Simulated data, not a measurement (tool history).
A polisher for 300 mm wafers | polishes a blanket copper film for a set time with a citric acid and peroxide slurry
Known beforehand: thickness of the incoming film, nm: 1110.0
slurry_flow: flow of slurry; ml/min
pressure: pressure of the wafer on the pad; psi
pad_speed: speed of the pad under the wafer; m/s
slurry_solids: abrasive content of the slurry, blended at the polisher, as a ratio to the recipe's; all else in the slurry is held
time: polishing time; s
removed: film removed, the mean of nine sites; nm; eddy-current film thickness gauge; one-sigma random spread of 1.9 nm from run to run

| run | hour | slurry_flow | pressure | pad_speed | slurry_solids | time | removed |
|---|---|---|---|---|---|---|---|
| 1 | 0.0 | 170 | 2.4 | 0.88 | 1.0 | 51 | 92.581 |
| 2 | 8.7 | 170 | 2.4 | 0.72 | 1.0 | 51 | 75.666 |
| 3 | 12.2 | 170 | 2.4 | 0.72 | 1.0 | 51 | 76.360 |
| 4 | 15.1 | 170 | 1.9 | 0.72 | 1.0 | 51 | 60.952 |
| 5 | 16.3 | 170 | 2.4 | 0.74 | 1.0 | 51 | 78.015 |
| 6 | 20.1 | 170 | 2.4 | 0.74 | 1.1 | 51 | 81.945 |
| 7 | 22.7 | 170 | 2.7 | 0.74 | 1.1 | 51 | 88.263 |
| 8 | 28.8 | 170 | 3.0 | 0.78 | 1.1 | 51 | 104.260 |
| 9 | 31.4 | 170 | 3.2 | 0.80 | 1.1 | 51 | 112.090 |
| 10 | 33.8 | 170 | 3.3 | 0.82 | 1.1 | 51 | 120.840 |
| 11 | 39.8 | 170 | 3.4 | 0.84 | 1.1 | 51 | 126.670 |

For run 12, what comes out?
| 12 | 45.0 | 170 | 3.5 | 0.86 | 1.1 | 51 | ? |

For run 12 the tool returned removed 133.290 nm.
